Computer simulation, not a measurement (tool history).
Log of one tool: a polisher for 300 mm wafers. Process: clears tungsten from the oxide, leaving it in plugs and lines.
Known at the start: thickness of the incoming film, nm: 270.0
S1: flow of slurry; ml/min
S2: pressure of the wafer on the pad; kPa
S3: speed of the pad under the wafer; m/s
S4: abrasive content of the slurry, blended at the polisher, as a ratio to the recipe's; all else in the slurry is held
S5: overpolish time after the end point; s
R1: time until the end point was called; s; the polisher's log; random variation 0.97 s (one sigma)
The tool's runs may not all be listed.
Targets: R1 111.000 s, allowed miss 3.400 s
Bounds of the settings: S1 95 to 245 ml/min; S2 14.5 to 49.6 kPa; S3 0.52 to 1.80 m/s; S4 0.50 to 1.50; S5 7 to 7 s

{"run": 1, "hour": 0.0, "S1": 155, "S2": 31.7, "S3": 1.16, "S4": 1.0, "S5": 7, "R1": 41.909}
{"run": 2, "hour": 8.4, "S1": 150, "S2": 26.9, "S3": 1.04, "S4": 1.0, "S5": 7, "R1": 53.451}
{"run": 3, "hour": 15.6, "S1": 145, "S2": 23.4, "S3": 0.92, "S4": 1.0, "S5": 7, "R1": 69.544}
{"run": 4, "hour": 21.8, "S1": 145, "S2": 23.4, "S3": 0.92, "S4": 1.0, "S5": 7, "R1": 67.657}
{"run": 5, "hour": 29.6, "S1": 140, "S2": 20.7, "S3": 0.86, "S4": 1.0, "S5": 7, "R1": 81.312}
{"run": 6, "hour": 37.5, "S1": 140, "S2": 20.7, "S3": 0.86, "S4": 1.0, "S5": 7, "R1": 81.276}
{"run": 7, "hour": 39.0, "S1": 135, "S2": 18.6, "S3": 0.84, "S4": 1.0, "S5": 7, "R1": 92.075}
{"run": 8, "hour": 41.7, "S1": 125, "S2": 17.9, "S3": 0.84, "S4": 1.0, "S5": 7, "R1": 95.118}
{"run": 9, "hour": 43.5, "S1": 125, "S2": 17.9, "S3": 0.84, "S4": 1.0, "S5": 7, "R1": 94.296}
{"run": 10, "hour": 45.4, "S1": 125, "S2": 17.9, "S3": 0.84, "S4": 1.0, "S5": 7, "R1": 94.807}
{"run": 11, "hour": 51.2, "S1": 120, "S2": 17.2, "S3": 0.84, "S4": 1.0, "S5": 7, "R1": 98.706}

Which of these 5 next moves meets every target?
{"run": "A", "hour": 57.0, "S1": 110, "S2": 18.6, "S3": 0.9, "S4": 1.1, "S5": 7, "R1": "?"}
{"run": "B", "hour": 57.0, "S1": 105, "S2": 16.5, "S3": 0.82, "S4": 0.9, "S5": 7, "R1": "?"}
{"run": "C", "hour": 57.0, "S1": 115, "S2": 19.3, "S3": 0.8, "S4": 1.1, "S5": 7, "R1": "?"}
{"run": "D", "hour": 57.0, "S1": 115, "S2": 17.2, "S3": 0.86, "S4": 1.15, "S5": 7, "R1": "?"}
{"run": "E", "hour": 57.0, "S1": 125, "S2": 15.2, "S3": 0.76, "S4": 1.0, "S5": 7, "R1": "?"}

move=A R1=86.905
move=B R1=109.150
move=C R1=93.560
move=D R1=94.348
move=E R1=117.510
A: further off than the last run
B: meets every target
C: further off than the last run
D: further off than the last run
E: takes the result that was furthest off past its target
The right move is B.

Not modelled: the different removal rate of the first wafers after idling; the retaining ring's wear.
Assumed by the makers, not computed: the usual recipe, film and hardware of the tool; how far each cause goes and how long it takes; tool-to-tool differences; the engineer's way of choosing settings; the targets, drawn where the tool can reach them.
